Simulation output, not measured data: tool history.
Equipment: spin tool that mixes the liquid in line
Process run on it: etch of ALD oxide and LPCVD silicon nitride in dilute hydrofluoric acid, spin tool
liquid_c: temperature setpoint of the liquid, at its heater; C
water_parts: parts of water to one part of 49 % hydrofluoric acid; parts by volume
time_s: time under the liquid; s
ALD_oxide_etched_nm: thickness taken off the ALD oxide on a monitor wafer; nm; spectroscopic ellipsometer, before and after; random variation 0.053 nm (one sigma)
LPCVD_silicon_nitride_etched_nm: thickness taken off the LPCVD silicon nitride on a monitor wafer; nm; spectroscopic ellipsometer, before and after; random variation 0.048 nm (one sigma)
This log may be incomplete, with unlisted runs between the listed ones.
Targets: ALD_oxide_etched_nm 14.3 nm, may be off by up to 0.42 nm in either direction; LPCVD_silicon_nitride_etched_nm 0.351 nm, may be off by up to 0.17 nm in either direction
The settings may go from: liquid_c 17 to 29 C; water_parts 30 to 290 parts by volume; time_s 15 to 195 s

| run | day | liquid_c | water_parts | time_s | ALD_oxide_etched_nm | LPCVD_silicon_nitride_etched_nm |
|---|---|---|---|---|---|---|
| 1 | 0 | 21 | 160 | 100 | 9.6825 | 0.27139 |
| 2 | 0.092 | 21 | 105 | 100 | 15.578 | 0.36113 |
| 3 | 0.358 | 20.5 | 105 | 100 | 15.197 | 0.39771 |
| 4 | 0.675 | 20.5 | 105 | 70 | 10.693 | 0.29919 |
| 5 | 0.992 | 21.5 | 105 | 70 | 11.154 | 0.19481 |
| 6 | 1.108 | 21.5 | 50 | 70 | 24.827 | 0.53107 |
| 7 | 1.217 | 21 | 55 | 70 | 22.014 | 0.37101 |
| 8 | 1.242 | 20.5 | 60 | 70 | 19.807 | 0.41476 |
| 9 | 1.342 | 20 | 60 | 70 | 19.376 | 0.54239 |
| 10 | 1.425 | 20 | 65 | 70 | 17.777 | 0.42495 |
| 11 | 1.775 | 17 | 85 | 70 | 11.654 | 0.25653 |
| 12 | 2.071 | 17.5 | 85 | 70 | 11.881 | 0.27929 |
| 13 | 2.225 | 18 | 85 | 70 | 12.12 | 0.21833 |
| 14 | 2.558 | 18.5 | 85 | 70 | 12.455 | 0.18482 |
| 15 | 2.642 | 20 | 70 | 70 | 16.354 | 0.36112 |
| 16 | 2.829 | 19.5 | 80 | 70 | 13.812 | 0.29989 |

Next run, 5 choices. One meets every target within its allowed miss, the rest don't. Which?
| A | 3.017 | 22.5 | 110 | 85 | ? | ? |
| B | 3.017 | 20.5 | 80 | 70 | ? | ? |
| C | 3.017 | 17.5 | 190 | 195 | ? | ? |
| D | 3.017 | 20 | 100 | 85 | ? | ? |
| E | 3.017 | 20 | 70 | 65 | ? | ? |

| move | ALD_oxide_etched_nm | LPCVD_silicon_nitride_etched_nm |
|---|---|---|
| A | 13.378 | 0.32839 |
| B | 14.463 | 0.32288 |
| C | 13.393 | 0.31665 |
| D | 13.453 | 0.30472 |
| E | 15.209 | 0.33004 |
A: further off than the last run
B: all results land within tolerance of their targets
C: further off than the last run
D: further off than the last run
E: moves the result that the last run missed by most past its target, out the other side
Go with B: it meets all targets.
